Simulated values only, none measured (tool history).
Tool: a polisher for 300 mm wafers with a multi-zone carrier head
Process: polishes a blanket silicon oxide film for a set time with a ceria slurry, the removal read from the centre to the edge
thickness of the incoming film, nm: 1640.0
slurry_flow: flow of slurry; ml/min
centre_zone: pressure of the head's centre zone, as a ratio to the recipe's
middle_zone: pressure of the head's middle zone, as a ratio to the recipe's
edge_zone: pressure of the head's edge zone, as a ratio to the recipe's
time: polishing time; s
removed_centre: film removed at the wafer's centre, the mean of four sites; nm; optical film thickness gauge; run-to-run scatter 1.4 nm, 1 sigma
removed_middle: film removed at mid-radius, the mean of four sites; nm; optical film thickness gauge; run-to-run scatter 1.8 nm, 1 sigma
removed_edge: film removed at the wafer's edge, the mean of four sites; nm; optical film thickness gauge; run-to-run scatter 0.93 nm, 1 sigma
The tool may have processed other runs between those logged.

{"run": 1, "hour": 0.0, "slurry_flow": 170, "centre_zone": 1.0, "middle_zone": 1.0, "edge_zone": 1.0, "time": 33, "removed_centre": 166.95, "removed_middle": 158.78, "removed_edge": 160.62}
{"run": 2, "hour": 8.0, "slurry_flow": 165, "centre_zone": 0.99, "middle_zone": 1.0, "edge_zone": 0.98, "time": 33, "removed_centre": 164.9, "removed_middle": 159.54, "removed_edge": 159.61}
{"run": 3, "hour": 11.4, "slurry_flow": 130, "centre_zone": 0.99, "middle_zone": 1.0, "edge_zone": 0.98, "time": 33, "removed_centre": 155.12, "removed_middle": 152.66, "removed_edge": 152.55}
{"run": 4, "hour": 19.0, "slurry_flow": 125, "centre_zone": 0.99, "middle_zone": 1.0, "edge_zone": 0.97, "time": 33, "removed_centre": 151.45, "removed_middle": 150.59, "removed_edge": 150.78}
{"run": 5, "hour": 19.6, "slurry_flow": 120, "centre_zone": 0.99, "middle_zone": 1.0, "edge_zone": 0.96, "time": 33, "removed_centre": 147.34, "removed_middle": 145.45, "removed_edge": 147.94}
{"run": 6, "hour": 23.7, "slurry_flow": 120, "centre_zone": 1.0, "middle_zone": 1.01, "edge_zone": 0.95, "time": 33, "removed_centre": 151.79, "removed_middle": 148.4, "removed_edge": 148.15}

Run 7, settings as shown, results not yet in. Your forecast:
{"run": 7, "hour": 24.7, "slurry_flow": 120, "centre_zone": 1.0, "middle_zone": 1.01, "edge_zone": 0.94, "time": 33, "removed_centre": "?", "removed_middle": "?", "removed_edge": "?"}

{"run 7": {"removed_centre": 148.99, "removed_middle": 149.99, "removed_edge": 148.67}}

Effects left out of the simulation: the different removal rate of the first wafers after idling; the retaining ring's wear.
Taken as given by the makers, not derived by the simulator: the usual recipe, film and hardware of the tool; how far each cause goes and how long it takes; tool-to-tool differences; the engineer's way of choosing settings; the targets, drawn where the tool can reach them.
